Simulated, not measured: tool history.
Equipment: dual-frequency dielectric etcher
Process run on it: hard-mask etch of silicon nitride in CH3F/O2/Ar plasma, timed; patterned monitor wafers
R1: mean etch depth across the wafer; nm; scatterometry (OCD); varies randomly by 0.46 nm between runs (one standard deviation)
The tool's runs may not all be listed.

{"run": 1, "day": 0.0, "source power (kW)": 0.34, "bias power (kW)": 0.098, "etch time (s)": 140, "R1": 94.915}
{"run": 2, "day": 0.088, "source power (kW)": 0.29, "bias power (kW)": 0.098, "etch time (s)": 140, "R1": 91.04}
{"run": 3, "day": 0.121, "source power (kW)": 0.29, "bias power (kW)": 0.108, "etch time (s)": 140, "R1": 95.259}
{"run": 4, "day": 0.396, "source power (kW)": 0.28, "bias power (kW)": 0.101, "etch time (s)": 138, "R1": 90.361}
{"run": 5, "day": 0.462, "source power (kW)": 0.27, "bias power (kW)": 0.097, "etch time (s)": 137, "R1": 87.236}
{"run": 6, "day": 0.617, "source power (kW)": 0.27, "bias power (kW)": 0.097, "etch time (s)": 140, "R1": 88.941}
{"run": 7, "day": 0.875, "source power (kW)": 0.27, "bias power (kW)": 0.097, "etch time (s)": 140, "R1": 89.145}
{"run": 8, "day": 1.108, "source power (kW)": 0.26, "bias power (kW)": 0.093, "etch time (s)": 139, "R1": 86.095}

Run 9 has not been measured yet. What should we expect?
{"run": 9, "day": 1.333, "source power (kW)": 0.25, "bias power (kW)": 0.091, "etch time (s)": 138.5, "R1": "?"}

{"run 9": {"R1": 84.798}}
